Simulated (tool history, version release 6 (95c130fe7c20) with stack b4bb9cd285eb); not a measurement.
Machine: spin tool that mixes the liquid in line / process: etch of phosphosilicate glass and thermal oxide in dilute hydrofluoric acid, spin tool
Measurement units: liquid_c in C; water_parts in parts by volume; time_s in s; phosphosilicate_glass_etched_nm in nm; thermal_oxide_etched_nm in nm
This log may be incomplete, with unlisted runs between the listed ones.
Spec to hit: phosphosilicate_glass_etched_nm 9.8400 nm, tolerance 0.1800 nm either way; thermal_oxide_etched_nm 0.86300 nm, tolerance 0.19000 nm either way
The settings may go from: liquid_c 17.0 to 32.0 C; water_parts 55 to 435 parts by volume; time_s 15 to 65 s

run,hour,liquid_c,water_parts,time_s,phosphosilicate_glass_etched_nm,thermal_oxide_etched_nm
1,0.0,24.0,245,35,6.8205,0.58785
2,7.3,26.5,240,35,7.7051,0.67089
3,8.7,28.0,235,35,8.3208,0.69716
4,12.7,28.0,265,35,7.1287,0.62851
5,17.0,29.0,255,35,7.8171,0.69464
6,25.5,29.0,175,35,12.3610,0.98432
7,28.6,27.0,175,35,11.4660,0.85129
8,31.5,26.0,175,35,11.1530,1.07250
9,32.6,25.5,180,35,10.5890,0.87773
10,41.1,25.0,180,35,10.4010,0.97032
11,43.1,24.5,180,35,10.1630,0.77280

Next run, 4 choices. One meets every target within its allowed miss, the rest don't. Which?
A,45.1,19.0,135,30,?,?
B,45.1,24.5,235,45,?,?
C,45.1,25.0,215,40,?,?
D,45.1,29.5,245,40,?,?

move,phosphosilicate_glass_etched_nm,thermal_oxide_etched_nm
A,9.9016,0.83734
B,9.4892,0.80247
C,9.5892,0.81092
D,9.5219,0.80523
A: hits every target within its allowed miss
B: the result that was furthest off in the last run now lies on the other side of its target
C: the result that was furthest off in the last run now lies on the other side of its target
D: the result that was furthest off in the last run now lies on the other side of its target
A is the move that brings every result within its allowed miss.
